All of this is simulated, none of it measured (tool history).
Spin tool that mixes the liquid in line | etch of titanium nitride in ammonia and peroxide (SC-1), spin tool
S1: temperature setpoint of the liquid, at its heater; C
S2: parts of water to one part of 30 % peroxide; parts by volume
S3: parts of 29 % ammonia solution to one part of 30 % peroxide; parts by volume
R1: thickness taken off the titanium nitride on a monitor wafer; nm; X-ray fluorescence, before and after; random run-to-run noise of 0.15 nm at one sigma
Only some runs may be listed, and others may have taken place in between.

{"run": 1, "hour": 0.0, "S1": 61, "S2": 8, "S3": 0.85, "time under the liquid (s)": 175, "R1": 48.185}
{"run": 2, "hour": 2.9, "S1": 61, "S2": 6, "S3": 0.85, "time under the liquid (s)": 175, "R1": 55.219}
{"run": 3, "hour": 10.3, "S1": 61, "S2": 6, "S3": 0.85, "time under the liquid (s)": 175, "R1": 55.155}
{"run": 4, "hour": 14.1, "S1": 61, "S2": 6, "S3": 0.85, "time under the liquid (s)": 175, "R1": 55.329}
{"run": 5, "hour": 16.2, "S1": 66, "S2": 6, "S3": 0.85, "time under the liquid (s)": 175, "R1": 76.038}
{"run": 6, "hour": 18.6, "S1": 64.5, "S2": 6, "S3": 0.85, "time under the liquid (s)": 175, "R1": 68.807}
{"run": 7, "hour": 24.6, "S1": 63, "S2": 6, "S3": 0.85, "time under the liquid (s)": 175, "R1": 62.751}
{"run": 8, "hour": 27.4, "S1": 63, "S2": 6, "S3": 0.85, "time under the liquid (s)": 175, "R1": 62.855}
{"run": 9, "hour": 31.6, "S1": 62, "S2": 6, "S3": 0.85, "time under the liquid (s)": 175, "R1": 58.582}
{"run": 10, "hour": 35.5, "S1": 61, "S2": 6, "S3": 0.85, "time under the liquid (s)": 175, "R1": 55.198}
{"run": 11, "hour": 39.2, "S1": 60, "S2": 6, "S3": 0.85, "time under the liquid (s)": 175, "R1": 51.608}
{"run": 12, "hour": 41.4, "S1": 59.5, "S2": 6, "S3": 0.85, "time under the liquid (s)": 175, "R1": 49.814}
{"run": 13, "hour": 46.4, "S1": 59, "S2": 6, "S3": 0.85, "time under the liquid (s)": 175, "R1": 48.015}
{"run": 14, "hour": 55.1, "S1": 58.5, "S2": 6, "S3": 0.85, "time under the liquid (s)": 175, "R1": 46.721}
{"run": 15, "hour": 59.3, "S1": 58, "S2": 6, "S3": 0.85, "time under the liquid (s)": 175, "R1": 45.127}
{"run": 16, "hour": 67.0, "S1": 57.5, "S2": 6, "S3": 0.85, "time under the liquid (s)": 175, "R1": 43.725}
{"run": 17, "hour": 67.9, "S1": 57, "S2": 6, "S3": 0.85, "time under the liquid (s)": 175, "R1": 42.38}
{"run": 18, "hour": 75.8, "S1": 56.5, "S2": 6, "S3": 0.85, "time under the liquid (s)": 175, "R1": 41.054}

Forecast run 19:
{"run": 19, "hour": 82.6, "S1": 55.5, "S2": 6, "S3": 0.85, "time under the liquid (s)": 175, "R1": "?"}

Run 19 gave R1 38.215 nm.
